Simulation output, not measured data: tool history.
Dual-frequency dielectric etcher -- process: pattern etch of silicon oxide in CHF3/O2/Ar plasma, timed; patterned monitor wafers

run	hour	source power (W)	bias power (W)	etch time (s)	mean etch depth across the wafer (nm)
1	0.0	680	208	618.5	1364.7
2	5.8	660	207	618.5	1353.7
3	9.6	640	205	618.5	1335.4
4	18.4	620	204	618.5	1313.5
5	23.9	710	204	618.5	1381.5
6	27.4	690	202	618.5	1361.3
7	29.2	690	202	618.5	1363.2
8	30.7	670	200	618.5	1341.4
9	34.7	650	199	618.5	1325.8
10	36.6	630	198	618.5	1302.0
11	38.5	620	197	618.5	1296.2
12	41.0	610	196	618.5	1286.2
13	48.1	600	195	618.5	1273.3
14	53.4	590	195	618.5	1267.8

Estimate the outcome of run 15 from the log above:
15	57.8	580	195	618.5	?

Logged for run 15: mean etch depth across the wafer (nm) 1257.8.

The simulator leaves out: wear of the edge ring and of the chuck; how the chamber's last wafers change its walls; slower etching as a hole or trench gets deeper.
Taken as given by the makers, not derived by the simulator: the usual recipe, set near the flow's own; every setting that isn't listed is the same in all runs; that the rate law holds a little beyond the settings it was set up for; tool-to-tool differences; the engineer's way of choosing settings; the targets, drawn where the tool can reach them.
